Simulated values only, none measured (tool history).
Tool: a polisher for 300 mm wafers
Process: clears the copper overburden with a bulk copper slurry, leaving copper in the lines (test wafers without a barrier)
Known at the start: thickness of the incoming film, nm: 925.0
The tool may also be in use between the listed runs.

run,hour,flow of slurry (ml/min),pressure of the wafer on the pad (kPa),speed of the pad under the wafer (cm/s),abrasive content of the slurry,overpolish time after the end point (s),time until the end point was called (s),dishing of a wide line in a test structure (Å)
1,0,140,12.4,96,1,25,210.11,678.94
2,4,140,12.4,96,1.2,25,207.87,682.48
3,5.2,155,12.4,96,1.2,25,204.96,704.77
4,13.7,155,12.4,96,1.2,18,203.8,555.87
5,21,155,11.7,96,1.2,19,211.83,562.89
6,29.4,155,11.7,96,1.2,14,212.86,437.89
7,30.4,155,11.7,94,1.2,16,220.29,477.5

Forecast run 8:
8,38.4,155,11.7,94,1.2,17,?,?

time until the end point was called (s): 219.21
dishing of a wide line in a test structure (Å): 500.53
